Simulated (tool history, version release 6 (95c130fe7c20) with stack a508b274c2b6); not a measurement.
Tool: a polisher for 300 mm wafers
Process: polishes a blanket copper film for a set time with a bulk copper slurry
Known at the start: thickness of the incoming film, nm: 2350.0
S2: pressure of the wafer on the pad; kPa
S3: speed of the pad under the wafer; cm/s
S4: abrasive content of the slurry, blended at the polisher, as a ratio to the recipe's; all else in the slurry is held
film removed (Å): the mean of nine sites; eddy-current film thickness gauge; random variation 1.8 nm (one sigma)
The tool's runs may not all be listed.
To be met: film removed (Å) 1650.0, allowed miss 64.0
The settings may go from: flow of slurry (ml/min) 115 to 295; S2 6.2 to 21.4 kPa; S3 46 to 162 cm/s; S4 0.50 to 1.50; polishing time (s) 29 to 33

run 1 hour=0.0 | flow_of_slurry_(ml/min)=190 S2=13.8 S3=104 S4=1.00 polishing_time_(s)=33 | film_removed_(Å)=2513.5
run 2 hour=1.7 | flow_of_slurry_(ml/min)=190 S2=13.8 S3=104 S4=0.85 polishing_time_(s)=33 | film_removed_(Å)=2407.6
run 3 hour=6.2 | flow_of_slurry_(ml/min)=150 S2=13.8 S3=104 S4=0.85 polishing_time_(s)=33 | film_removed_(Å)=2372.5
run 4 hour=8.9 | flow_of_slurry_(ml/min)=150 S2=12.4 S3=104 S4=0.85 polishing_time_(s)=33 | film_removed_(Å)=2127.9
run 5 hour=10.9 | flow_of_slurry_(ml/min)=150 S2=11.7 S3=104 S4=0.85 polishing_time_(s)=33 | film_removed_(Å)=2020.0
run 6 hour=15.2 | flow_of_slurry_(ml/min)=150 S2=11.0 S3=104 S4=0.85 polishing_time_(s)=33 | film_removed_(Å)=1931.5
run 7 hour=17.9 | flow_of_slurry_(ml/min)=150 S2=10.3 S3=104 S4=0.85 polishing_time_(s)=33 | film_removed_(Å)=1826.7
run 8 hour=22.0 | flow_of_slurry_(ml/min)=150 S2=10.3 S3=104 S4=0.85 polishing_time_(s)=33 | film_removed_(Å)=1850.7
run 9 hour=30.4 | flow_of_slurry_(ml/min)=150 S2=9.7 S3=104 S4=0.85 polishing_time_(s)=33 | film_removed_(Å)=1704.9

5 next moves are on the table. One of them brings every result within its allowed miss. Which?
run A hour=38.8 | flow_of_slurry_(ml/min)=135 S2=11.0 S3=114 S4=0.85 polishing_time_(s)=29 | film_removed_(Å)=?
run B hour=38.8 | flow_of_slurry_(ml/min)=175 S2=8.3 S3=124 S4=0.50 polishing_time_(s)=33 | film_removed_(Å)=?
run C hour=38.8 | flow_of_slurry_(ml/min)=135 S2=9.7 S3=116 S4=0.80 polishing_time_(s)=32 | film_removed_(Å)=?
run D hour=38.8 | flow_of_slurry_(ml/min)=170 S2=9.0 S3=118 S4=0.75 polishing_time_(s)=33 | film_removed_(Å)=?
run E hour=38.8 | flow_of_slurry_(ml/min)=140 S2=11.7 S3=92 S4=0.80 polishing_time_(s)=33 | film_removed_(Å)=?

move=A film_removed_(Å)=1820.2
move=B film_removed_(Å)=1629.4
move=C film_removed_(Å)=1795.6
move=D film_removed_(Å)=1789.3
move=E film_removed_(Å)=1761.3
A: further off than the last run
B: meets every target
C: further off than the last run
D: further off than the last run
E: further off than the last run
Move B is the one to make.
